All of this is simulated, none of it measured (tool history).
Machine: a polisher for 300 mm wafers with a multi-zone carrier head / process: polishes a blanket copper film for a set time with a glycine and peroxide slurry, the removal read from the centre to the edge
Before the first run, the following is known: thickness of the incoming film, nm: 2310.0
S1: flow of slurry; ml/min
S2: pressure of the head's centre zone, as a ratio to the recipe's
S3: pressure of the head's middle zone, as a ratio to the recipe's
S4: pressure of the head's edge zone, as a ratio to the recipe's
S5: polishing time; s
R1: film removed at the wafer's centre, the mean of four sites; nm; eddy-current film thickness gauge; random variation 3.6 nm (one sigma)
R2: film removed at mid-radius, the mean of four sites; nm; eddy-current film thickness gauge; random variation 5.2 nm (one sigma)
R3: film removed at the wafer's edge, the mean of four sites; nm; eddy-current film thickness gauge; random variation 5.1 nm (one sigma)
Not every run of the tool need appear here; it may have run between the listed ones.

run,day,S1,S2,S3,S4,S5,R1,R2,R3
1,0.000,275,1.00,1.00,1.00,78,430.54,448.40,436.12
2,0.254,275,1.00,1.07,1.00,78,424.94,467.52,430.25
3,0.417,270,0.99,1.07,1.00,78,419.31,471.13,431.94
4,0.742,270,1.07,1.07,1.00,78,461.56,463.90,438.66
5,0.854,265,1.05,1.07,1.00,78,450.64,470.92,430.58
6,0.958,265,1.09,1.07,1.00,78,455.27,472.95,438.36

What will run 7 give?
# day 1.112: edge zone pressure recalibrated
7,1.112,260,1.07,1.07,1.01,78,?,?,?

R1: 455.10 nm
R2: 471.18 nm
R3: 450.47 nm
